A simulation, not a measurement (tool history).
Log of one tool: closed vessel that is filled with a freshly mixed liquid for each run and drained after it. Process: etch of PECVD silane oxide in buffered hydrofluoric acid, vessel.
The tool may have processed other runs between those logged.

run,hour,temperature setpoint of the liquid (°C),parts of 40 % ammonium fluoride to one part of 49 % hydrofluoric acid (parts by volume),time in the liquid (s),thickness taken off the PECVD silane oxide on a monitor wafer (angstrom)
1,0.0,24.0,8,90,2839.7
2,1.2,22.0,8,90,2567.0
3,4.5,22.0,8,95,2711.4
4,12.5,22.0,8,90,2576.5
# hour 20.0: hydrofluoric acid flow meter replaced
5,20.0,23.5,8,90,2584.1
6,26.2,23.5,8,90,2631.5
7,33.6,25.0,8,90,2904.2
8,37.5,26.0,8,90,3054.5
9,45.1,26.5,8,90,3059.7
10,52.6,27.5,8,90,3287.6

Forecast run 11:
11,57.6,28.0,8,90,?

{"run 11": {"thickness taken off the PECVD silane oxide on a monitor wafer (angstrom)": 3327.8}}
